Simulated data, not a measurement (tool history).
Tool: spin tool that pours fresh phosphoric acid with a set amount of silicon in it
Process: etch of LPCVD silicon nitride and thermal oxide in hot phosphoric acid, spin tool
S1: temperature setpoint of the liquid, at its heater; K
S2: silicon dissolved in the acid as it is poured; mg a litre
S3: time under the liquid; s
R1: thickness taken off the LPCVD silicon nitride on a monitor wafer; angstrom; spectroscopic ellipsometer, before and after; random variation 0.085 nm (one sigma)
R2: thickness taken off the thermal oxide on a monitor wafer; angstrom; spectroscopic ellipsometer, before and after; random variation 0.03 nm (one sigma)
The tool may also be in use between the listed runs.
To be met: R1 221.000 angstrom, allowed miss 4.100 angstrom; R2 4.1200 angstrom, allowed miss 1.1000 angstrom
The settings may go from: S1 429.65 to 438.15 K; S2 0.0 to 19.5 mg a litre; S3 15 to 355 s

run	day	S1	S2	S3	R1	R2
1	0.000	433.15	8.5	180	146.530	3.5684
2	0.121	433.15	8.5	120	97.342	2.3360
3	0.312	434.15	12.0	155	130.310	3.0793
4	0.483	435.15	14.5	175	151.570	2.9946
5	0.771	437.15	14.5	175	162.010	3.6554
6	0.833	437.15	12.5	175	162.270	4.3076
7	0.921	438.15	18.0	235	226.620	4.1474
# day 1.062: thermometer replaced
8	1.062	438.15	17.5	235	242.160	6.5322

Which of these 5 next moves meets every target?
A	1.204	435.15	19.5	235	?	?
B	1.204	438.15	8.5	215	?	?
C	1.204	435.15	14.0	250	?	?
D	1.204	436.15	19.5	220	?	?
E	1.204	434.65	19.5	265	?	?

move	R1	R2
A	219.550	4.7615
B	221.800	7.1014
C	233.560	5.8502
D	212.470	4.7964
E	243.480	5.1756
A: meets every target
B: brings the result that was furthest off to its target, and leaves another outside
C: nearer than the last run, and not there yet
D: takes the result that was furthest off past its target
E: further off than the last run
The right move is A.
